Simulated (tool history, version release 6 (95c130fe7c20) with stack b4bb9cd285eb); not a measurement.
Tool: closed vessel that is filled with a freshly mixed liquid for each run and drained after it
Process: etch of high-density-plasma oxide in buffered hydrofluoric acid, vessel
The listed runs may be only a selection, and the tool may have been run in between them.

run  hour  temperature setpoint of the liquid (°C)  parts of 40 % ammonium fluoride to one part of 49 % hydrofluoric acid (parts by volume)  time in the liquid (s)  thickness taken off the high-density-plasma oxide on a monitor wafer (nm)
  1     0                                       21                                                                                     15.5                      35                                                                     28.965
  2   7.2                                       20                                                                                     15.5                      35                                                                     27.599
  3  12.7                                       18                                                                                     15.5                      35                                                                      24.38
  4  18.6                                       18                                                                                     15.5                      30                                                                     21.038
  5  26.5                                       18                                                                                     11.5                      30                                                                     28.333
  6  28.6                                       18                                                                                     13.5                      30                                                                     23.989
  7  36.2                                     21.5                                                                                       13                      30                                                                     30.403

The next listed run, before its measurement:
  8  44.2                                       24                                                                                     11.5                      30                                                                          ?

Run 8 measured thickness taken off the high-density-plasma oxide on a monitor wafer (nm) 39.168.
